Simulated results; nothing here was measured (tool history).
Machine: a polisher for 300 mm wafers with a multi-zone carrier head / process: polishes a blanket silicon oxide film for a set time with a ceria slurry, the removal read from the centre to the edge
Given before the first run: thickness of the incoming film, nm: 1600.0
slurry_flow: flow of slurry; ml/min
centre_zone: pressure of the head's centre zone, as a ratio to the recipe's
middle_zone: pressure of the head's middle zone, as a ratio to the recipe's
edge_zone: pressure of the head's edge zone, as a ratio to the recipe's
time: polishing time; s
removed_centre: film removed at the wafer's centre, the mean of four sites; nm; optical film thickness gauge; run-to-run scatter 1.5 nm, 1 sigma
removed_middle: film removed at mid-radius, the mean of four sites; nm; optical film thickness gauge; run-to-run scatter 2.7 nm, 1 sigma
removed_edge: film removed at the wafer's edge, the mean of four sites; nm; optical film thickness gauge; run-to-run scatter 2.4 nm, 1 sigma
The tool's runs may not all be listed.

run 1 hour=0 | slurry_flow=125 centre_zone=1 middle_zone=1 edge_zone=1 time=76 | removed_centre=239.38 removed_middle=246.34 removed_edge=232.4
run 2 hour=7.5 | slurry_flow=125 centre_zone=0.91 middle_zone=1 edge_zone=1 time=76 | removed_centre=222.18 removed_middle=238.87 removed_edge=240.15
run 3 hour=9.2 | slurry_flow=125 centre_zone=0.91 middle_zone=1 edge_zone=0.94 time=76 | removed_centre=220.53 removed_middle=238.91 removed_edge=227.21
run 4 hour=10.9 | slurry_flow=125 centre_zone=0.91 middle_zone=1 edge_zone=0.94 time=65 | removed_centre=185.17 removed_middle=202.54 removed_edge=193.12
run 5 hour=12.2 | slurry_flow=125 centre_zone=0.91 middle_zone=1.04 edge_zone=0.94 time=65 | removed_centre=186.12 removed_middle=211 removed_edge=199.24
run 6 hour=20.1 | slurry_flow=115 centre_zone=0.9 middle_zone=1.01 edge_zone=0.98 time=65 | removed_centre=180.24 removed_middle=203.21 removed_edge=195.65
run 7 hour=26.9 | slurry_flow=115 centre_zone=0.88 middle_zone=0.97 edge_zone=1.02 time=65 | removed_centre=177.81 removed_middle=193.94 removed_edge=199.62

What does the tool deliver on the next run?
run 8 hour=30.6 | slurry_flow=110 centre_zone=0.87 middle_zone=0.95 edge_zone=1.04 time=65 | removed_centre=? removed_middle=? removed_edge=?

removed_centre: 169.76 nm
removed_middle: 188.28 nm
removed_edge: 197.12 nm

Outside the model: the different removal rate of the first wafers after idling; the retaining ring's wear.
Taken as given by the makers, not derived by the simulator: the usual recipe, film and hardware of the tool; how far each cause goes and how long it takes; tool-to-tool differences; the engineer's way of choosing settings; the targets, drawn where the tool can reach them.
